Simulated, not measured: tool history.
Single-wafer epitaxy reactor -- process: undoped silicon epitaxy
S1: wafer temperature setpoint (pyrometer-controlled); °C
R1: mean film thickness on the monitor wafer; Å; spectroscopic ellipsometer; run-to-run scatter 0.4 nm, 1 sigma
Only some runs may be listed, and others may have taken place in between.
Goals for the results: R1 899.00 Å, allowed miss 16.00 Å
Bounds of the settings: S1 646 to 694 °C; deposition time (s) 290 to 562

{"run": 1, "hour": 0.0, "S1": 670, "deposition time (s)": 426, "R1": 1257.9}
{"run": 2, "hour": 6.8, "S1": 674, "deposition time (s)": 426, "R1": 1374.2}
{"run": 3, "hour": 7.8, "S1": 672, "deposition time (s)": 426, "R1": 1321.0}
{"run": 4, "hour": 16.6, "S1": 670, "deposition time (s)": 426, "R1": 1251.0}
{"run": 5, "hour": 25.6, "S1": 670, "deposition time (s)": 465, "R1": 1378.5}
{"run": 6, "hour": 27.2, "S1": 665, "deposition time (s)": 465, "R1": 1221.5}
{"run": 7, "hour": 34.8, "S1": 665, "deposition time (s)": 465, "R1": 1216.0}
{"run": 8, "hour": 37.0, "S1": 664, "deposition time (s)": 465, "R1": 1189.0}
{"run": 9, "hour": 43.5, "S1": 663, "deposition time (s)": 465, "R1": 1159.3}
{"run": 10, "hour": 44.9, "S1": 662, "deposition time (s)": 465, "R1": 1135.7}
{"run": 11, "hour": 52.0, "S1": 661, "deposition time (s)": 465, "R1": 1097.7}
{"run": 12, "hour": 55.0, "S1": 660, "deposition time (s)": 465, "R1": 1083.1}
{"run": 13, "hour": 57.4, "S1": 660, "deposition time (s)": 465, "R1": 1084.5}
{"run": 14, "hour": 63.3, "S1": 659, "deposition time (s)": 465, "R1": 1053.0}
{"run": 15, "hour": 68.5, "S1": 650, "deposition time (s)": 464, "R1": 842.43}

Consider the 5 candidate settings below. Which is the only one whose results all fall within their allowed miss of target?
{"run": "A", "hour": 73.7, "S1": 652, "deposition time (s)": 451, "R1": "?"}
{"run": "B", "hour": 73.7, "S1": 656, "deposition time (s)": 449, "R1": "?"}
{"run": "C", "hour": 73.7, "S1": 655, "deposition time (s)": 466, "R1": "?"}
{"run": "D", "hour": 73.7, "S1": 647, "deposition time (s)": 473, "R1": "?"}
{"run": "E", "hour": 73.7, "S1": 659, "deposition time (s)": 397, "R1": "?"}

move=A R1=859.77
move=B R1=945.01
move=C R1=956.91
move=D R1=795.67
move=E R1=899.38
A: nearer the targets than the last run, but a result is still out of spec
B: pushes the last run's worst result past its target
C: pushes the last run's worst result past its target
D: its largest miss is bigger than the last run's
E: all results in spec
E is the move that brings every result within its allowed miss.
